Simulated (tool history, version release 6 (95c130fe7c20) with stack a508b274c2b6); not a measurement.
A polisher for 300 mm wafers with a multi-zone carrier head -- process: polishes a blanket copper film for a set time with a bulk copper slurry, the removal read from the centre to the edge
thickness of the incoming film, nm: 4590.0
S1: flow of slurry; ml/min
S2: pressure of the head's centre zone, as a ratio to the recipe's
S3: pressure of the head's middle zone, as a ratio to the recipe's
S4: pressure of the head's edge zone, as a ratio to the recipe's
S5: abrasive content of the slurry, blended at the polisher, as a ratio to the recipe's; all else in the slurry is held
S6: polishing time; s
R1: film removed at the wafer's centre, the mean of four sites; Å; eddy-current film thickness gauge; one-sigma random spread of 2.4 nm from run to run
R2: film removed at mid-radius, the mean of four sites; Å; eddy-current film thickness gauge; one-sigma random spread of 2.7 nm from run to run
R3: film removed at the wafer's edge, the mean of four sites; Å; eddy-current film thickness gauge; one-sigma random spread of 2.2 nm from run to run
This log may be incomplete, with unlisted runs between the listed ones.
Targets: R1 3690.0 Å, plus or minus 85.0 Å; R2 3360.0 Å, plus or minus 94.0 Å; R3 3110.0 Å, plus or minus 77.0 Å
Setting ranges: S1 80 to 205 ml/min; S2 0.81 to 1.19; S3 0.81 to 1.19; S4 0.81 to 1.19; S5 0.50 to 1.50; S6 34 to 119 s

Run 1, hour 0.0: S1 135 ml/min, S2 1.00, S3 1.00, S4 1.00, S5 1.00, S6 76 s. Result: R1 4687.1 Å, R2 4513.6 Å, R3 4568.2 Å.
Run 2, hour 1.7: S1 125 ml/min, S2 1.00, S3 1.00, S4 1.00, S5 1.00, S6 76 s. Result: R1 4649.7 Å, R2 4425.7 Å, R3 4500.4 Å.
Run 3, hour 10.0: S1 125 ml/min, S2 1.00, S3 1.00, S4 1.00, S5 1.00, S6 63 s. Result: R1 3860.9 Å, R2 3674.8 Å, R3 3728.3 Å.
Run 4, hour 17.2: S1 125 ml/min, S2 1.00, S3 1.00, S4 0.91, S5 1.00, S6 63 s. Result: R1 3852.4 Å, R2 3654.1 Å, R3 3549.6 Å.
Run 5, hour 20.7: S1 125 ml/min, S2 1.00, S3 1.00, S4 0.91, S5 0.80, S6 63 s. Result: R1 3665.7 Å, R2 3537.4 Å, R3 3447.7 Å.
Run 6, hour 27.5: S1 100 ml/min, S2 1.00, S3 1.00, S4 0.91, S5 0.80, S6 63 s. Result: R1 3501.8 Å, R2 3360.9 Å, R3 3322.4 Å.
Run 7, hour 31.2: S1 100 ml/min, S2 1.02, S3 1.01, S4 0.88, S5 0.80, S6 63 s. Result: R1 3562.2 Å, R2 3404.8 Å, R3 3280.1 Å.
Run 8, hour 36.9: S1 100 ml/min, S2 1.04, S3 1.01, S4 0.86, S5 0.75, S6 63 s. Result: R1 3627.8 Å, R2 3390.3 Å, R3 3179.6 Å.
Run 9, hour 40.3: S1 100 ml/min, S2 1.05, S3 1.01, S4 0.85, S5 0.75, S6 63 s. Result: R1 3566.9 Å, R2 3349.4 Å, R3 3199.8 Å.
At hour 47.5: worn pad replaced by a new one.
Run 10, hour 47.5: S1 105 ml/min, S2 1.07, S3 1.02, S4 0.84, S5 0.75, S6 63 s. Result: R1 4078.3 Å, R2 3693.8 Å, R3 3490.3 Å.
Run 11, hour 54.7: S1 100 ml/min, S2 1.07, S3 1.02, S4 0.83, S5 0.70, S6 62 s. Result: R1 3941.4 Å, R2 3525.7 Å, R3 3352.0 Å.
Run 12, hour 57.3: S1 95 ml/min, S2 1.07, S3 1.03, S4 0.82, S5 0.70, S6 61 s. Result: R1 3773.8 Å, R2 3501.6 Å, R3 3268.3 Å.
Run 13, hour 64.9: S1 95 ml/min, S2 1.07, S3 1.03, S4 0.82, S5 0.65, S6 61 s. Result: R1 3756.1 Å, R2 3452.8 Å, R3 3193.5 Å.

Exactly one of the 4 candidate moves below puts every result within its allowed miss. Which one?
Run A, hour 72.5: S1 105 ml/min, S2 1.07, S3 1.06, S4 0.81, S5 0.55, S6 61 s. Result: R1 ?, R2 ?, R3 ?.
Run B, hour 72.5: S1 130 ml/min, S2 1.11, S3 1.07, S4 0.93, S5 0.55, S6 54 s. Result: R1 ?, R2 ?, R3 ?.
Run C, hour 72.5: S1 160 ml/min, S2 1.11, S3 1.02, S4 0.81, S5 0.50, S6 57 s. Result: R1 ?, R2 ?, R3 ?.
Run D, hour 72.5: S1 90 ml/min, S2 1.04, S3 0.96, S4 0.84, S5 0.80, S6 61 s. Result: R1 ?, R2 ?, R3 ?.

move      R1      R2      R3
   A  3772.2  3567.1  3191.6
   B  3656.5  3335.7  3107.0
   C  3982.0  3472.5  3132.2
   D  3690.6  3324.9  3332.8
A: further off than the last run
B: every result within its allowed miss
C: puts the biggest miss on target and leaves a different result outside tolerance
D: further off than the last run
Move B is the one to make.
